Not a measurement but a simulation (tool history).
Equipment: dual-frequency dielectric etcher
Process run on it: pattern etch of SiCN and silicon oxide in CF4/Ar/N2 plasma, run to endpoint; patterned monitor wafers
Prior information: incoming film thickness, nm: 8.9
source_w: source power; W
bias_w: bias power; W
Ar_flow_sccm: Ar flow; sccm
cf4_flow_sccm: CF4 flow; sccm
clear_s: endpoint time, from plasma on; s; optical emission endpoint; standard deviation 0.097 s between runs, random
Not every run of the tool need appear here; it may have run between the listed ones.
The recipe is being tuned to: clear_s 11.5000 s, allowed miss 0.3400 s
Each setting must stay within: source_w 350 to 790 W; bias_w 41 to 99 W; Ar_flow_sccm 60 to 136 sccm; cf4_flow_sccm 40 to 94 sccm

Run 1, hour 0.0: source_w 570 W, bias_w 70 W, Ar_flow_sccm 98 sccm, cf4_flow_sccm 67 sccm. Result: clear_s 8.4985 s.
Run 2, hour 8.5: source_w 530 W, bias_w 69 W, Ar_flow_sccm 98 sccm, cf4_flow_sccm 67 sccm. Result: clear_s 8.7894 s.
Run 3, hour 16.4: source_w 490 W, bias_w 66 W, Ar_flow_sccm 100 sccm, cf4_flow_sccm 66 sccm. Result: clear_s 9.4983 s.
Run 4, hour 19.4: source_w 490 W, bias_w 66 W, Ar_flow_sccm 100 sccm, cf4_flow_sccm 75 sccm. Result: clear_s 9.3474 s.
Run 5, hour 23.4: source_w 460 W, bias_w 64 W, Ar_flow_sccm 101 sccm, cf4_flow_sccm 75 sccm. Result: clear_s 9.8978 s.
At hour 27.4: wet clean of the chamber.
Run 6, hour 27.4: source_w 440 W, bias_w 63 W, Ar_flow_sccm 101 sccm, cf4_flow_sccm 75 sccm. Result: clear_s 10.7690 s.
Run 7, hour 32.9: source_w 430 W, bias_w 63 W, Ar_flow_sccm 101 sccm, cf4_flow_sccm 75 sccm. Result: clear_s 10.8450 s.
Run 8, hour 40.2: source_w 420 W, bias_w 63 W, Ar_flow_sccm 101 sccm, cf4_flow_sccm 75 sccm. Result: clear_s 11.0160 s.

Exactly one of the 5 candidate moves below puts every result within its allowed miss. Which one?
Run A, hour 47.5: source_w 400 W, bias_w 48 W, Ar_flow_sccm 106 sccm, cf4_flow_sccm 79 sccm. Result: clear_s ?.
Run B, hour 47.5: source_w 400 W, bias_w 59 W, Ar_flow_sccm 97 sccm, cf4_flow_sccm 75 sccm. Result: clear_s ?.
Run C, hour 47.5: source_w 430 W, bias_w 64 W, Ar_flow_sccm 96 sccm, cf4_flow_sccm 87 sccm. Result: clear_s ?.
Run D, hour 47.5: source_w 360 W, bias_w 58 W, Ar_flow_sccm 81 sccm, cf4_flow_sccm 69 sccm. Result: clear_s ?.
Run E, hour 47.5: source_w 370 W, bias_w 55 W, Ar_flow_sccm 108 sccm, cf4_flow_sccm 77 sccm. Result: clear_s ?.

move  clear_s
   A  12.1820
   B  11.4820
   C  10.4700
   D  12.2230
   E  12.4930
A: takes the result that was furthest off past its target
B: all results land within tolerance of their targets
C: further off than the last run
D: takes the result that was furthest off past its target
E: takes the result that was furthest off past its target
Correct choice: B, which meets every target

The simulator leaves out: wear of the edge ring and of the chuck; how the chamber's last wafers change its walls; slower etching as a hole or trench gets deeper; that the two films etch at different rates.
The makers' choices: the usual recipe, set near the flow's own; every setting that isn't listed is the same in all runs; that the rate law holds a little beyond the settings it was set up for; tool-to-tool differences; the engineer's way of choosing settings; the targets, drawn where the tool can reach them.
